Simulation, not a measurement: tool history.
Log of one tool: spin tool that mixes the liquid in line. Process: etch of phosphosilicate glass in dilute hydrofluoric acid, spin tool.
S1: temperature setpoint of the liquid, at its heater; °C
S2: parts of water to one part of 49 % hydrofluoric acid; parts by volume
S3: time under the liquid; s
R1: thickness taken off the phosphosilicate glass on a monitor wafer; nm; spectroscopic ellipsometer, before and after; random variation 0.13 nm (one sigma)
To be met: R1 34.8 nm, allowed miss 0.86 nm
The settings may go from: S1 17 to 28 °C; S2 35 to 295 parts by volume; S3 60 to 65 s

Run 1, day 0: S1 20 °C, S2 165 parts by volume, S3 60 s. Result: R1 22.761 nm.
Run 2, day 0.062: S1 21 °C, S2 165 parts by volume, S3 60 s. Result: R1 23.902 nm.
Run 3, day 0.35: S1 21 °C, S2 165 parts by volume, S3 65 s. Result: R1 25.949 nm.
Run 4, day 0.658: S1 21 °C, S2 215 parts by volume, S3 65 s. Result: R1 18.735 nm.
Run 5, day 0.708: S1 21 °C, S2 165 parts by volume, S3 65 s. Result: R1 25.74 nm.
Run 6, day 0.846: S1 23.5 °C, S2 165 parts by volume, S3 65 s. Result: R1 28.397 nm.
Run 7, day 0.925: S1 24 °C, S2 165 parts by volume, S3 65 s. Result: R1 28.822 nm.
Run 8, day 1.117: S1 24.5 °C, S2 165 parts by volume, S3 65 s. Result: R1 29.315 nm.
Run 9, day 1.325: S1 25 °C, S2 165 parts by volume, S3 65 s. Result: R1 30.085 nm.
Run 10, day 1.604: S1 25.5 °C, S2 165 parts by volume, S3 65 s. Result: R1 30.465 nm.
Run 11, day 1.808: S1 27 °C, S2 160 parts by volume, S3 65 s. Result: R1 33.622 nm.

5 next moves are on the table. One of them brings every result within its allowed miss. Which?
Run A, day 2.012: S1 27 °C, S2 150 parts by volume, S3 60 s. Result: R1 ?.
Run B, day 2.012: S1 26.5 °C, S2 160 parts by volume, S3 65 s. Result: R1 ?.
Run C, day 2.012: S1 27 °C, S2 165 parts by volume, S3 65 s. Result: R1 ?.
Run D, day 2.012: S1 27 °C, S2 155 parts by volume, S3 65 s. Result: R1 ?.
Run E, day 2.012: S1 27.5 °C, S2 170 parts by volume, S3 65 s. Result: R1 ?.

move      R1
   A  33.419
   B  32.918
   C   32.32
   D  34.823
   E  31.755
A: further off than the last run
B: further off than the last run
C: further off than the last run
D: meets every target
E: further off than the last run
Answer: D
